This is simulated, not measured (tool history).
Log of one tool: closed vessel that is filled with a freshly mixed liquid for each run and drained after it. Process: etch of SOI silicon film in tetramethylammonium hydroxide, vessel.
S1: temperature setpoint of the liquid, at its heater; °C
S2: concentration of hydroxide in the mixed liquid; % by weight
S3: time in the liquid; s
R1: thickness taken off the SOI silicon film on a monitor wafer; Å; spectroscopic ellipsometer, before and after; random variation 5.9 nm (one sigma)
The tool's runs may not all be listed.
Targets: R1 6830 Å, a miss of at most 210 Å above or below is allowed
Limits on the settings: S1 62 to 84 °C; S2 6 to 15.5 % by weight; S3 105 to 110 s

| run | hour | S1 | S2 | S3 | R1 |
|---|---|---|---|---|---|
| 1 | 0 | 75 | 10.5 | 105 | 10317 |
| 2 | 5.9 | 74 | 10.5 | 105 | 9662.5 |
| 3 | 13.3 | 79.5 | 10.5 | 105 | 13151 |
| 4 | 20.8 | 83 | 10.5 | 105 | 15930 |
| 5 | 28 | 84 | 10.5 | 105 | 16762 |
| 6 | 30.2 | 81.5 | 10.5 | 105 | 14805 |
| 7 | 36.1 | 79.5 | 10.5 | 105 | 12956 |
| 8 | 38.3 | 78 | 10.5 | 105 | 12227 |
| 9 | 39.9 | 76.5 | 10.5 | 105 | 11058 |
| 10 | 45.5 | 75.5 | 10.5 | 105 | 10576 |
| 11 | 46.9 | 74.5 | 10.5 | 105 | 9946 |
| 12 | 48.6 | 73.5 | 10.5 | 105 | 9423.1 |
| 13 | 50 | 72.5 | 10.5 | 105 | 8970 |
| 14 | 51.9 | 72 | 10.5 | 105 | 8617.5 |
| 15 | 55.1 | 71.5 | 10.5 | 105 | 8352.4 |
| 16 | 58.5 | 71 | 10.5 | 105 | 8085.3 |
| 17 | 64 | 70.5 | 10.5 | 105 | 7944.1 |
| 18 | 69.3 | 70 | 10.5 | 105 | 7702.9 |
| 19 | 72.5 | 69.5 | 10.5 | 105 | 7519.2 |

Below are 4 possible settings for the next run. Only one of them brings all results inside the allowed miss of their targets. Which is it?
| A | 75.7 | 70 | 13.5 | 110 | ? |
| B | 75.7 | 69.5 | 11 | 105 | ? |
| C | 75.7 | 66 | 9 | 105 | ? |
| D | 75.7 | 66.5 | 9 | 110 | ? |

| move | R1 |
|---|---|
| A | 7241.6 |
| B | 7310.4 |
| C | 6389 |
| D | 6897.2 |
A: nearer than the last run, and not there yet
B: nearer than the last run, and not there yet
C: takes the biggest miss from the last run beyond its target
D: each result inside its tolerance
D meets every target.

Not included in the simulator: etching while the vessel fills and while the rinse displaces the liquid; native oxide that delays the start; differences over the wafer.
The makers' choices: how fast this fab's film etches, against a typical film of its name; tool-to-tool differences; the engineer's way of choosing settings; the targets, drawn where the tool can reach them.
